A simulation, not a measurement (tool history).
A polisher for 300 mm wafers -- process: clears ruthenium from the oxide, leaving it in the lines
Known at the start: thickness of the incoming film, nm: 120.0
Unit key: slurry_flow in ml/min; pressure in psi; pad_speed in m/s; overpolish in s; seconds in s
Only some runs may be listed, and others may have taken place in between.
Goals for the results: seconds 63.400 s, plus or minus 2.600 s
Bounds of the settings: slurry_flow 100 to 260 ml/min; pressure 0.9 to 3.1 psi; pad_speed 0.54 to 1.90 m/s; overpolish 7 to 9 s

run 1 hour=0.0 | slurry_flow=165 pressure=2.0 pad_speed=1.22 overpolish=9 | seconds=88.989
run 2 hour=7.4 | slurry_flow=165 pressure=2.2 pad_speed=1.22 overpolish=9 | seconds=81.703
run 3 hour=12.6 | slurry_flow=180 pressure=2.2 pad_speed=1.22 overpolish=9 | seconds=80.564
run 4 hour=16.0 | slurry_flow=180 pressure=1.9 pad_speed=1.22 overpolish=9 | seconds=93.083
run 5 hour=24.0 | slurry_flow=180 pressure=2.2 pad_speed=1.22 overpolish=9 | seconds=82.903
run 6 hour=32.7 | slurry_flow=145 pressure=2.2 pad_speed=1.22 overpolish=9 | seconds=84.186
run 7 hour=34.8 | slurry_flow=150 pressure=2.3 pad_speed=1.22 overpolish=9 | seconds=78.894
-- hour=36.3 slurry nozzle cleaned
run 8 hour=36.3 | slurry_flow=150 pressure=2.4 pad_speed=1.22 overpolish=9 | seconds=71.742
run 9 hour=40.8 | slurry_flow=150 pressure=2.5 pad_speed=1.22 overpolish=9 | seconds=68.619

Exercise: of the 4 proposed moves below, exactly one satisfies all targets within the stated allowed misses. Which move is it?
run A hour=45.3 | slurry_flow=165 pressure=2.5 pad_speed=1.18 overpolish=7 | seconds=?
run B hour=45.3 | slurry_flow=110 pressure=2.6 pad_speed=1.14 overpolish=9 | seconds=?
run C hour=45.3 | slurry_flow=160 pressure=2.4 pad_speed=1.38 overpolish=7 | seconds=?
run D hour=45.3 | slurry_flow=165 pressure=3.1 pad_speed=0.96 overpolish=9 | seconds=?

move=A seconds=70.592
move=B seconds=73.863
move=C seconds=63.323
move=D seconds=69.808
A: misses by more than the last run did
B: misses by more than the last run did
C: every result lands within tolerance
D: misses by more than the last run did
C meets every target.

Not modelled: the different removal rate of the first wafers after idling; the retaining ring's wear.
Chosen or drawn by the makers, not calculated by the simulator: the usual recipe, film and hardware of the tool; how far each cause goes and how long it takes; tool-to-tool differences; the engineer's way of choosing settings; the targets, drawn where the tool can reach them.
